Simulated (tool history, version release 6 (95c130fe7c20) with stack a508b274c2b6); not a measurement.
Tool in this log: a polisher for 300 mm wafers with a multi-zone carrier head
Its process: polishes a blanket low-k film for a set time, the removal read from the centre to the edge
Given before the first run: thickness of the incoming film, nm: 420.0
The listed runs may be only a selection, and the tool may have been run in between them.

| run | hour | flow of slurry (ml/min) | pressure of the head's centre zone | pressure of the head's middle zone | pressure of the head's edge zone | abrasive content of the slurry | polishing time (s) | film removed at the wafer's centre (Å) | film removed at mid-radius (Å) | film removed at the wafer's edge (Å) |
|---|---|---|---|---|---|---|---|---|---|---|
| 1 | 0 | 140 | 1 | 1 | 1 | 1 | 47 | 172.21 | 177.88 | 181.26 |
| 2 | 7.9 | 105 | 1 | 1 | 1 | 1 | 47 | 162.55 | 163.16 | 174.28 |
| 3 | 12.6 | 90 | 1 | 1 | 1 | 1 | 47 | 153.19 | 155.23 | 167.43 |
| 4 | 20.1 | 90 | 1 | 1 | 1 | 1 | 41 | 134.14 | 135.1 | 146.97 |
| 5 | 21.3 | 90 | 0.99 | 1 | 0.97 | 1 | 41 | 133.8 | 133.72 | 147.08 |
| 6 | 23.6 | 90 | 0.99 | 1 | 0.97 | 1.1 | 41 | 138.42 | 140.87 | 153.07 |
|  | 26.3 | edge zone pressure recalibrated |
| 7 | 26.3 | 95 | 0.91 | 1.02 | 0.87 | 0.9 | 41 | 118.66 | 136.79 | 128.56 |
| 8 | 34 | 95 | 0.91 | 1.01 | 0.88 | 0.9 | 41 | 118.32 | 130.79 | 128.28 |

Predict the results of run 9:
| 9 | 40.4 | 100 | 0.91 | 1.01 | 0.89 | 0.9 | 41 | ? | ? | ? |

{"run 9": {"film removed at the wafer's centre (Å)": 120.91, "film removed at mid-radius (Å)": 134.33, "film removed at the wafer's edge (Å)": 130.32}}

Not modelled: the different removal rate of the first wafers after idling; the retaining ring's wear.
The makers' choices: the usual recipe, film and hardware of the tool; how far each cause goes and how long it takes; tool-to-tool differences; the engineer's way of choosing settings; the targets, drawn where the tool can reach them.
